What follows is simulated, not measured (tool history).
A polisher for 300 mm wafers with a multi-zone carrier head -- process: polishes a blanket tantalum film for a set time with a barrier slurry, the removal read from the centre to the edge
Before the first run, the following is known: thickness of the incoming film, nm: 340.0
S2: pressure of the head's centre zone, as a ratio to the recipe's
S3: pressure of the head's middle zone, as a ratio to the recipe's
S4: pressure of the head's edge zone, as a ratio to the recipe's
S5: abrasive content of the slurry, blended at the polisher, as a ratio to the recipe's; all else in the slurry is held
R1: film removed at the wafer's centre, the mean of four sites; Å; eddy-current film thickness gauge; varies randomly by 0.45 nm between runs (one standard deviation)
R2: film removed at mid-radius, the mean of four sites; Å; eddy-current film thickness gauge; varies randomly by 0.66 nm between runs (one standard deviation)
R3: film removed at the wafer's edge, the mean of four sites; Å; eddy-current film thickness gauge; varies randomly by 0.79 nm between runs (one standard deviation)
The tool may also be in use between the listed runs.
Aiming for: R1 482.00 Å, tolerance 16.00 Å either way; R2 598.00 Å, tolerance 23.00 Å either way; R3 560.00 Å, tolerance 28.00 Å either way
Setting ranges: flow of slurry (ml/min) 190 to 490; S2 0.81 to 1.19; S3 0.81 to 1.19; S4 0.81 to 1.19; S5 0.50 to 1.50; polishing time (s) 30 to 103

Run 1, hour 0.0: flow of slurry (ml/min) 315, S2 1.00, S3 1.00, S4 1.00, S5 1.00, polishing time (s) 66. Result: R1 831.03 Å, R2 822.55 Å, R3 820.95 Å.
Run 2, hour 6.6: flow of slurry (ml/min) 310, S2 0.94, S3 1.01, S4 0.98, S5 0.85, polishing time (s) 62. Result: R1 696.22 Å, R2 741.15 Å, R3 731.84 Å.
Run 3, hour 9.4: flow of slurry (ml/min) 310, S2 0.94, S3 1.01, S4 1.04, S5 0.85, polishing time (s) 62. Result: R1 702.53 Å, R2 743.66 Å, R3 744.48 Å.
Run 4, hour 12.0: flow of slurry (ml/min) 310, S2 0.90, S3 1.02, S4 1.02, S5 0.75, polishing time (s) 59. Result: R1 607.48 Å, R2 675.94 Å, R3 672.76 Å.
Run 5, hour 20.4: flow of slurry (ml/min) 310, S2 0.88, S3 1.03, S4 0.99, S5 0.65, polishing time (s) 58. Result: R1 542.14 Å, R2 621.20 Å, R3 600.68 Å.
Run 6, hour 22.4: flow of slurry (ml/min) 260, S2 0.88, S3 1.03, S4 0.99, S5 0.65, polishing time (s) 58. Result: R1 545.83 Å, R2 622.62 Å, R3 612.64 Å.
Run 7, hour 28.9: flow of slurry (ml/min) 260, S2 0.88, S3 1.03, S4 0.99, S5 0.65, polishing time (s) 58. Result: R1 537.31 Å, R2 616.31 Å, R3 593.01 Å.
Run 8, hour 33.9: flow of slurry (ml/min) 255, S2 0.86, S3 1.03, S4 0.98, S5 0.65, polishing time (s) 58. Result: R1 524.58 Å, R2 613.72 Å, R3 602.81 Å.
Run 9, hour 39.5: flow of slurry (ml/min) 275, S2 0.84, S3 1.08, S4 0.94, S5 0.50, polishing time (s) 56. Result: R1 430.22 Å, R2 539.62 Å, R3 504.61 Å.
Run 10, hour 46.5: flow of slurry (ml/min) 275, S2 0.85, S3 1.09, S4 0.97, S5 0.50, polishing time (s) 56. Result: R1 434.58 Å, R2 544.45 Å, R3 518.82 Å.
Run 11, hour 48.2: flow of slurry (ml/min) 275, S2 0.86, S3 1.10, S4 0.97, S5 0.55, polishing time (s) 56. Result: R1 470.25 Å, R2 582.86 Å, R3 523.09 Å.
Run 12, hour 53.1: flow of slurry (ml/min) 275, S2 0.85, S3 1.09, S4 0.99, S5 0.55, polishing time (s) 56. Result: R1 466.95 Å, R2 569.41 Å, R3 531.59 Å.
Run 13, hour 57.7: flow of slurry (ml/min) 275, S2 0.84, S3 1.09, S4 1.00, S5 0.55, polishing time (s) 56. Result: R1 460.62 Å, R2 576.35 Å, R3 545.98 Å.
Run 14, hour 60.1: flow of slurry (ml/min) 275, S2 0.84, S3 1.09, S4 1.00, S5 0.55, polishing time (s) 56. Result: R1 457.43 Å, R2 576.80 Å, R3 532.98 Å.
Run 15, hour 67.4: flow of slurry (ml/min) 275, S2 0.84, S3 1.09, S4 1.01, S5 0.55, polishing time (s) 56. Result: R1 448.36 Å, R2 575.32 Å, R3 536.79 Å.
Run 16, hour 69.8: flow of slurry (ml/min) 275, S2 0.85, S3 1.09, S4 1.02, S5 0.55, polishing time (s) 56. Result: R1 467.64 Å, R2 559.09 Å, R3 554.33 Å.

Which single option among these 5 for the next run brings every result within its allowed miss of target? Just one does.
Run A, hour 72.2: flow of slurry (ml/min) 280, S2 0.81, S3 1.11, S4 1.02, S5 0.50, polishing time (s) 61. Result: R1 ?, R2 ?, R3 ?.
Run B, hour 72.2: flow of slurry (ml/min) 310, S2 0.83, S3 1.01, S4 0.91, S5 0.65, polishing time (s) 51. Result: R1 ?, R2 ?, R3 ?.
Run C, hour 72.2: flow of slurry (ml/min) 305, S2 0.84, S3 1.06, S4 0.98, S5 0.65, polishing time (s) 54. Result: R1 ?, R2 ?, R3 ?.
Run D, hour 72.2: flow of slurry (ml/min) 230, S2 0.81, S3 0.95, S4 1.16, S5 0.50, polishing time (s) 64. Result: R1 ?, R2 ?, R3 ?.
Run E, hour 72.2: flow of slurry (ml/min) 200, S2 0.84, S3 1.09, S4 1.10, S5 0.50, polishing time (s) 60. Result: R1 ?, R2 ?, R3 ?.

move      R1      R2      R3
   A  448.23  598.08  565.37
   B  446.93  536.80  523.44
   C  478.43  591.29  570.83
   D  460.13  539.64  621.41
   E  440.61  559.92  561.07
A: the worst result of the last run now meets its target, but another is out of spec
B: lands further from the targets than the last run did
C: every result lands within tolerance
D: lands further from the targets than the last run did
E: lands further from the targets than the last run did
C is the move that brings every result within its allowed miss.
